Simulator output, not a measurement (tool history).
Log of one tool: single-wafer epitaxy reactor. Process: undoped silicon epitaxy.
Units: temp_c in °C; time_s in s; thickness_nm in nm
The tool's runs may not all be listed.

{"run": 1, "hour": 0.0, "temp_c": 670, "time_s": 352, "thickness_nm": 91.002}
{"run": 2, "hour": 2.8, "temp_c": 670, "time_s": 325, "thickness_nm": 83.429}
{"run": 3, "hour": 3.6, "temp_c": 668, "time_s": 325, "thickness_nm": 81.227}
{"run": 4, "hour": 6.8, "temp_c": 678, "time_s": 325, "thickness_nm": 96.79}
{"run": 5, "hour": 8.8, "temp_c": 675, "time_s": 325, "thickness_nm": 91.657}
{"run": 6, "hour": 11.2, "temp_c": 682, "time_s": 325, "thickness_nm": 103.68}
{"run": 7, "hour": 16.7, "temp_c": 678, "time_s": 325, "thickness_nm": 96.421}

Forecast run 8:
{"run": 8, "hour": 18.8, "temp_c": 666, "time_s": 322, "thickness_nm": "?"}

Run 8 gave thickness_nm 77.35 nm.
